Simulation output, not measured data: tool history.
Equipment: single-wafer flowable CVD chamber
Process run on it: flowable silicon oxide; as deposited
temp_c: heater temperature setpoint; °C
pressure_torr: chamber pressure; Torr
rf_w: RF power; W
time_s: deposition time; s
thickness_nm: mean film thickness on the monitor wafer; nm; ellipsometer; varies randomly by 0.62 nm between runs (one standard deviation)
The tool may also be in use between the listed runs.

| run | hour | temp_c | pressure_torr | rf_w | time_s | thickness_nm |
|---|---|---|---|---|---|---|
| 1 | 0 | 110 | 1.12 | 1790 | 596 | 366.16 |
| 2 | 8.1 | 112 | 1.12 | 1790 | 596 | 347.75 |
| 3 | 12.3 | 112 | 1.12 | 2005 | 596 | 356.07 |
| 4 | 20.4 | 114 | 1.11 | 2005 | 596 | 331.28 |
| 5 | 26.5 | 116 | 1.1 | 2005 | 596 | 309.13 |
| 6 | 29.3 | 116 | 1.1 | 2005 | 596 | 311.08 |

Predict the results of run 7:
| 7 | 32.8 | 118 | 1.09 | 2005 | 596 | ? |

thickness_nm: 291.48 nm
